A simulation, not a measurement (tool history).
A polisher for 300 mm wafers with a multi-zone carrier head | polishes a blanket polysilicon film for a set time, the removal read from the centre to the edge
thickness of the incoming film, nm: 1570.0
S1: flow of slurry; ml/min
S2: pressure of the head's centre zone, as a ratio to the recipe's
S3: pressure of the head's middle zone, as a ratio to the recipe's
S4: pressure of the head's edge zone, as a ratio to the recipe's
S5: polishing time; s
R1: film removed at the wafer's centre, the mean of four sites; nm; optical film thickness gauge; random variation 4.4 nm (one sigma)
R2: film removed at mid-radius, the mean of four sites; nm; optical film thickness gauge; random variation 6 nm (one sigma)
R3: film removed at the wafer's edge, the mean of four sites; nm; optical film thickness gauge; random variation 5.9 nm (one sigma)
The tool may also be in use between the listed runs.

{"run": 1, "hour": 0.0, "S1": 240, "S2": 1.0, "S3": 1.0, "S4": 1.0, "S5": 45, "R1": 482.38, "R2": 492.13, "R3": 499.5}
{"run": 2, "hour": 4.8, "S1": 240, "S2": 1.0, "S3": 1.0, "S4": 1.0, "S5": 56, "R1": 612.44, "R2": 625.2, "R3": 633.12}
{"run": 3, "hour": 10.9, "S1": 230, "S2": 0.96, "S3": 0.97, "S4": 0.99, "S5": 53, "R1": 552.48, "R2": 556.29, "R3": 575.18}
{"run": 4, "hour": 19.2, "S1": 225, "S2": 0.92, "S3": 0.96, "S4": 1.02, "S5": 51, "R1": 508.19, "R2": 530.17, "R3": 567.02}
{"run": 5, "hour": 20.2, "S1": 220, "S2": 0.89, "S3": 0.95, "S4": 1.02, "S5": 49, "R1": 469.46, "R2": 508.68, "R3": 529.33}
{"run": 6, "hour": 27.5, "S1": 220, "S2": 0.95, "S3": 0.95, "S4": 1.02, "S5": 49, "R1": 494.79, "R2": 505.87, "R3": 551.14}
{"run": 7, "hour": 31.1, "S1": 210, "S2": 0.91, "S3": 0.94, "S4": 1.02, "S5": 48, "R1": 474.02, "R2": 490.77, "R3": 530.02}

Forecast run 8:
{"run": 8, "hour": 38.0, "S1": 210, "S2": 0.89, "S3": 0.93, "S4": 1.03, "S5": 47, "R1": "?", "R2": "?", "R3": "?"}

{"run 8": {"R1": 437.84, "R2": 478.62, "R3": 520.23}}
